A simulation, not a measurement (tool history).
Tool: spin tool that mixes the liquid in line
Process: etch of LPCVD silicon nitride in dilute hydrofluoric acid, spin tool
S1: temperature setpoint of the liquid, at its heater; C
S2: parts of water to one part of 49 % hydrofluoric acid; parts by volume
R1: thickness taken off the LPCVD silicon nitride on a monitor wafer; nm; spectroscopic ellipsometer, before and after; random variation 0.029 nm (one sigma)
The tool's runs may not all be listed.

{"run": 1, "hour": 0.0, "S1": 23.0, "S2": 50, "time under the liquid (s)": 75, "R1": 0.73217}
{"run": 2, "hour": 4.6, "S1": 23.0, "S2": 50, "time under the liquid (s)": 55, "R1": 0.55927}
{"run": 3, "hour": 10.1, "S1": 24.0, "S2": 45, "time under the liquid (s)": 55, "R1": 0.66411}
{"run": 4, "hour": 18.3, "S1": 24.5, "S2": 40, "time under the liquid (s)": 60, "R1": 0.81407}
{"run": 5, "hour": 22.3, "S1": 21.5, "S2": 40, "time under the liquid (s)": 60, "R1": 0.67201}
{"run": 6, "hour": 28.3, "S1": 22.5, "S2": 40, "time under the liquid (s)": 60, "R1": 0.72644}
{"run": 7, "hour": 31.5, "S1": 23.5, "S2": 40, "time under the liquid (s)": 60, "R1": 0.77576}
{"run": 8, "hour": 35.6, "S1": 24.5, "S2": 40, "time under the liquid (s)": 60, "R1": 0.84914}
{"run": 9, "hour": 39.3, "S1": 25.5, "S2": 40, "time under the liquid (s)": 60, "R1": 0.87745}
{"run": 10, "hour": 40.4, "S1": 26.0, "S2": 40, "time under the liquid (s)": 60, "R1": 0.92736}

Run 11 comes next. What will it give?
{"run": 11, "hour": 43.8, "S1": 26.5, "S2": 40, "time under the liquid (s)": 60, "R1": "?"}

{"run 11": {"R1": 0.93043}}
